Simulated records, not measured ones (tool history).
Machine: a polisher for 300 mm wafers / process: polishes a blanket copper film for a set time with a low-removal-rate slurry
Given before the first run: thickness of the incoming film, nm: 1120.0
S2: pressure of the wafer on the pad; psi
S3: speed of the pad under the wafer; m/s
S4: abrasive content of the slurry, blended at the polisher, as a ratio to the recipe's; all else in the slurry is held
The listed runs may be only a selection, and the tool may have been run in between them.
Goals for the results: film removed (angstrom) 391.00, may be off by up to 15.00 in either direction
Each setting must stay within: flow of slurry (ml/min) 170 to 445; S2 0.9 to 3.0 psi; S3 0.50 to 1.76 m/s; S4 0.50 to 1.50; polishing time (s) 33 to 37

{"run": 1, "day": 0.0, "flow of slurry (ml/min)": 285, "S2": 1.9, "S3": 1.12, "S4": 1.0, "polishing time (s)": 37, "film removed (angstrom)": 667.21}
{"run": 2, "day": 0.338, "flow of slurry (ml/min)": 240, "S2": 1.9, "S3": 1.12, "S4": 1.0, "polishing time (s)": 37, "film removed (angstrom)": 668.76}
{"run": 3, "day": 0.467, "flow of slurry (ml/min)": 240, "S2": 1.9, "S3": 1.34, "S4": 1.0, "polishing time (s)": 37, "film removed (angstrom)": 793.33}
{"run": 4, "day": 0.738, "flow of slurry (ml/min)": 240, "S2": 2.2, "S3": 1.34, "S4": 1.0, "polishing time (s)": 37, "film removed (angstrom)": 925.82}
{"run": 5, "day": 1.004, "flow of slurry (ml/min)": 240, "S2": 1.8, "S3": 1.26, "S4": 1.0, "polishing time (s)": 37, "film removed (angstrom)": 708.08}
{"run": 6, "day": 1.188, "flow of slurry (ml/min)": 240, "S2": 1.5, "S3": 1.2, "S4": 1.0, "polishing time (s)": 37, "film removed (angstrom)": 576.37}
{"run": 7, "day": 1.425, "flow of slurry (ml/min)": 240, "S2": 1.3, "S3": 1.16, "S4": 1.0, "polishing time (s)": 37, "film removed (angstrom)": 473.92}
{"run": 8, "day": 1.471, "flow of slurry (ml/min)": 240, "S2": 1.2, "S3": 1.16, "S4": 1.0, "polishing time (s)": 37, "film removed (angstrom)": 440.42}
{"run": 9, "day": 1.692, "flow of slurry (ml/min)": 240, "S2": 1.1, "S3": 1.16, "S4": 1.0, "polishing time (s)": 37, "film removed (angstrom)": 411.13}

Next run, 4 choices. One meets every target within its allowed miss, the rest don't. Which?
{"run": "A", "day": 1.912, "flow of slurry (ml/min)": 245, "S2": 0.9, "S3": 1.6, "S4": 0.9, "polishing time (s)": 34, "film removed (angstrom)": "?"}
{"run": "B", "day": 1.912, "flow of slurry (ml/min)": 215, "S2": 1.1, "S3": 1.24, "S4": 1.05, "polishing time (s)": 33, "film removed (angstrom)": "?"}
{"run": "C", "day": 1.912, "flow of slurry (ml/min)": 170, "S2": 1.0, "S3": 1.38, "S4": 0.95, "polishing time (s)": 36, "film removed (angstrom)": "?"}
{"run": "D", "day": 1.912, "flow of slurry (ml/min)": 250, "S2": 1.0, "S3": 1.2, "S4": 1.05, "polishing time (s)": 33, "film removed (angstrom)": "?"}

move=A film_removed_(angstrom)=419.46
move=B film_removed_(angstrom)=391.96
move=C film_removed_(angstrom)=416.64
move=D film_removed_(angstrom)=350.96
A: further off than the last run
B: every result lands within tolerance
C: further off than the last run
D: the result that was furthest off in the last run now lies on the other side of its target
Move B is the one to make.
